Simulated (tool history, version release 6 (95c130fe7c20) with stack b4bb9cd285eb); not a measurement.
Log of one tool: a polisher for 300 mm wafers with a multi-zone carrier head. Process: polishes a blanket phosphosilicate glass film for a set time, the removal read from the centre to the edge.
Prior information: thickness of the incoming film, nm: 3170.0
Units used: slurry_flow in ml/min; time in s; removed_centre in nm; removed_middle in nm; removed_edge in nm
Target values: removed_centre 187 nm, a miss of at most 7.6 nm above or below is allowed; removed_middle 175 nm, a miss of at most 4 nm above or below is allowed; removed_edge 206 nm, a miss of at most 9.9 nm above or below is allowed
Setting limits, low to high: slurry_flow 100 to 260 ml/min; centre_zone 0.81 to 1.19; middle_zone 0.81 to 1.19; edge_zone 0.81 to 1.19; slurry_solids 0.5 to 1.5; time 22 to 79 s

run  hour  slurry_flow  centre_zone  middle_zone  edge_zone  slurry_solids  time  removed_centre  removed_middle  removed_edge
  1     0          165            1            1          1              1    50           216.5          219.72        228.25
  2   8.7          155         0.99         0.96       0.99              1    50          211.01          210.43        224.46
  3  14.6          155         0.99         0.96       1.03              1    50          213.57          210.91        222.33
  4  20.6          155         0.99          0.9       1.03              1    50          211.09          198.29        228.55
  5  26.6          155         0.99          0.9       1.08              1    50          212.04          201.29        232.88
     33.2  -- slurry nozzle cleaned
  6  33.2          155          0.9          0.9       1.08              1    50          201.94          208.49         235.1
  7  34.2          145         0.91         0.89       1.05           0.95    50          198.91          200.22        223.58
  8  39.6          145         0.91         0.89       1.05           0.95    50          196.25          198.48        228.92

Which one of the following 5 next-run settings gets every result inside its allowed miss? There is exactly one.
  A    45          110          0.9         0.89       1.06           0.95    46               ?               ?             ?
  B    45          180         0.91         0.99          1           0.75    45               ?               ?             ?
  C    45          165         0.99            1       0.95            1.1    37               ?               ?             ?
  D    45          150         0.94         1.04          1           0.85    43               ?               ?             ?
  E    45          145         0.97         0.88       1.08           1.05    43               ?               ?             ?

move  removed_centre  removed_middle  removed_edge
   A          171.42          173.75        203.04
   B          168.13          182.05        185.89
   C          174.18          174.92        174.55
   D           170.1           186.4        183.83
   E          190.19          175.83        205.99
A: corrects the largest miss of the last run, while another result sits out of spec
B: moves toward the targets from the last run without getting all of them in spec
C: corrects the largest miss of the last run, while another result sits out of spec
D: moves toward the targets from the last run without getting all of them in spec
E: all results land within tolerance of their targets
E is the move that brings every result within its allowed miss.
